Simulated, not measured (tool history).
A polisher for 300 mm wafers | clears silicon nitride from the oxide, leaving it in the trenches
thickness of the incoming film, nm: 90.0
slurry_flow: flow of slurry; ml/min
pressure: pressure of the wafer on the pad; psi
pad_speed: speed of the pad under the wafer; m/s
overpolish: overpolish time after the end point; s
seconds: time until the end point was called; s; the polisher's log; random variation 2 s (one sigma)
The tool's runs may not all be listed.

| run | hour | slurry_flow | pressure | pad_speed | overpolish | seconds |
|---|---|---|---|---|---|---|
| 1 | 0.0 | 210 | 2.8 | 0.82 | 41 | 147.23 |
| 2 | 2.5 | 255 | 2.8 | 0.82 | 41 | 139.80 |
| 3 | 5.2 | 255 | 2.8 | 0.90 | 41 | 128.48 |
| 4 | 13.2 | 255 | 2.8 | 0.90 | 41 | 129.77 |
| 5 | 14.9 | 250 | 2.6 | 0.90 | 41 | 140.89 |
| 6 | 21.2 | 250 | 2.6 | 1.04 | 41 | 124.65 |
| 7 | 21.9 | 240 | 2.4 | 1.04 | 41 | 135.97 |
| 8 | 28.3 | 230 | 2.3 | 1.04 | 41 | 141.80 |

Forecast run 9:
| 9 | 34.1 | 225 | 2.2 | 1.04 | 41 | ? |

seconds: 147.68 s
